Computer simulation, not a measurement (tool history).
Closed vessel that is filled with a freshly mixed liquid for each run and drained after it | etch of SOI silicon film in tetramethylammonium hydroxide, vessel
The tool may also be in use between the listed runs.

run  hour  temperature setpoint of the liquid (°C)  concentration of hydroxide in the mixed liquid (% by weight)  time in the liquid (s)  thickness taken off the SOI silicon film on a monitor wafer (angstrom)
  1   0.0                                     64.0                                                          10.5                      90                                                                  4133.7
  2   6.7                                     62.5                                                          10.5                      90                                                                  3821.3
  3   8.9                                     62.5                                                          10.5                      90                                                                  3759.4
  4  13.2                                     61.5                                                          10.5                      90                                                                  3534.1
  5  18.4                                     60.5                                                          10.5                      90                                                                  3361.8
  6  20.7                                     59.5                                                          10.5                      90                                                                  3160.1

Forecast run 7:
  7  29.4                                     58.5                                                          10.5                      90                                                                       ?

thickness taken off the SOI silicon film on a monitor wafer (angstrom): 3004.0
